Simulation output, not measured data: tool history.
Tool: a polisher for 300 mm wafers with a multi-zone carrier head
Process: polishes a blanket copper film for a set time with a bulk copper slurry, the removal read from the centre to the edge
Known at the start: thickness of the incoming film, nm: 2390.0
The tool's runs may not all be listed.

run  hour  flow of slurry (ml/min)  pressure of the head's centre zone  pressure of the head's middle zone  pressure of the head's edge zone  abrasive content of the slurry  polishing time (s)  film removed at the wafer's centre (angstrom)  film removed at mid-radius (angstrom)  film removed at the wafer's edge (angstrom)
  1   0.0                      165                                1.00                                1.00                              1.00                            1.00                  60                                         6348.4                                 6367.8                                       6316.1
  2   5.1                      125                                1.00                                1.00                              1.00                            1.00                  60                                         6028.0                                 6087.2                                       6067.4
  3   9.1                      125                                1.00                                1.00                              1.00                            1.10                  60                                         6187.8                                 6207.1                                       6316.6
  4  11.8                      125                                1.00                                1.00                              1.00                            1.10                  70                                         7277.7                                 7353.7                                       7351.9
  5  13.2                      125                                1.00                                1.00                              1.07                            1.10                  70                                         7328.4                                 7261.2                                       7647.8
  6  21.0                      125                                1.00                                1.00                              1.07                            1.15                  70                                         7435.4                                 7248.9                                       7647.5
  7  25.2                      100                                0.90                                0.90                              0.97                            0.90                  68                                         5993.8                                 5867.8                                       6488.1
  8  26.7                      100                                0.90                                0.90                              0.97                            0.90                  68                                         5936.4                                 5966.0                                       6487.7

Run 9 comes next. What will it give?
  9  31.6                      100                                0.89                                0.89                              0.97                            0.90                  68                                              ?                                      ?                                            ?

{"run 9": {"film removed at the wafer's centre (angstrom)": 5913.6, "film removed at mid-radius (angstrom)": 5916.6, "film removed at the wafer's edge (angstrom)": 6542.8}}
